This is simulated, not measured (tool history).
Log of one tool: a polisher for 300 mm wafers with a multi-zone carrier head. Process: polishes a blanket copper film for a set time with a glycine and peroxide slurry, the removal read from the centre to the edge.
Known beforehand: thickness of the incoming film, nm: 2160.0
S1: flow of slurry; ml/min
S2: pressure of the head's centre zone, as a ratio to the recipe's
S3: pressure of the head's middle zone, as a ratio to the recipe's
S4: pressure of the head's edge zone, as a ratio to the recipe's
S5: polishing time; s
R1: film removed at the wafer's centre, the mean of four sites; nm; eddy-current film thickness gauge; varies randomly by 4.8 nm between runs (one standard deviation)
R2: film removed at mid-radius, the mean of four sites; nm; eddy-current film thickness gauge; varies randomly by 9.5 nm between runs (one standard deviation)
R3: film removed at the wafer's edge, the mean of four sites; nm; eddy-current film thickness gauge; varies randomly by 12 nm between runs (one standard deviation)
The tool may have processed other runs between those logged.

| run | hour | S1 | S2 | S3 | S4 | S5 | R1 | R2 | R3 |
|---|---|---|---|---|---|---|---|---|---|
| 1 | 0 | 165 | 1 | 1 | 1 | 71 | 515.18 | 532.65 | 536.14 |
| 2 | 0.8 | 165 | 1 | 0.96 | 1 | 71 | 517.9 | 507.81 | 532.34 |
| 3 | 5 | 165 | 1 | 0.89 | 1 | 71 | 520.13 | 494.04 | 543.37 |
| 4 | 13.8 | 165 | 1 | 0.88 | 1.02 | 74 | 543.85 | 501.89 | 559.67 |
| 5 | 20.2 | 165 | 1 | 0.88 | 0.98 | 74 | 543.58 | 486.22 | 557.19 |
| 6 | 21.8 | 165 | 1 | 0.88 | 0.94 | 74 | 539.99 | 497 | 559.32 |
|  | 29.5 | worn pad replaced by a new one |
| 7 | 29.5 | 165 | 0.99 | 0.87 | 0.94 | 78 | 618.96 | 569.35 | 644.48 |

For run 8, what comes out?
| 8 | 30.5 | 165 | 0.99 | 0.87 | 0.94 | 78 | ? | ? | ? |

{"run 8": {"R1": 620.88, "R2": 580.62, "R3": 654.26}}

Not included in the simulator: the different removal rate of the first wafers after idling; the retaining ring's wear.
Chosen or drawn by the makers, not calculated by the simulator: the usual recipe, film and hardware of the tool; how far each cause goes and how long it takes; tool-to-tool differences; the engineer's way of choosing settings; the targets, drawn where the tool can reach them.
